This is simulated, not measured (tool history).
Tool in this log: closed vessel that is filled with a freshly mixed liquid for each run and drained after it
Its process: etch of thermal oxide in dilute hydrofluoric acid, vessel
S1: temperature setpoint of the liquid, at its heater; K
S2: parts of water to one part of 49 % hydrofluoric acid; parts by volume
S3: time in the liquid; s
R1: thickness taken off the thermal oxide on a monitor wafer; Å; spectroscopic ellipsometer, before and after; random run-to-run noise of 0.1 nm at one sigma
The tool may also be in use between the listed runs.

{"run": 1, "day": 0.0, "S1": 298.15, "S2": 40, "S3": 105, "R1": 144.64}
{"run": 2, "day": 0.042, "S1": 300.65, "S2": 40, "S3": 105, "R1": 161.16}
{"run": 3, "day": 0.088, "S1": 298.15, "S2": 40, "S3": 105, "R1": 144.14}
{"run": 4, "day": 0.283, "S1": 297.15, "S2": 40, "S3": 105, "R1": 138.5}
{"run": 5, "day": 0.338, "S1": 297.15, "S2": 35, "S3": 105, "R1": 161.5}
{"run": 6, "day": 0.517, "S1": 294.65, "S2": 35, "S3": 105, "R1": 141.62}
{"run": 7, "day": 0.771, "S1": 294.15, "S2": 35, "S3": 105, "R1": 139.96}
{"run": 8, "day": 0.988, "S1": 293.65, "S2": 35, "S3": 105, "R1": 137.91}
{"run": 9, "day": 1.238, "S1": 293.15, "S2": 35, "S3": 105, "R1": 135.99}

Forecast run 10:
{"run": 10, "day": 1.433, "S1": 292.65, "S2": 35, "S3": 105, "R1": "?"}

{"run 10": {"R1": 130.73}}
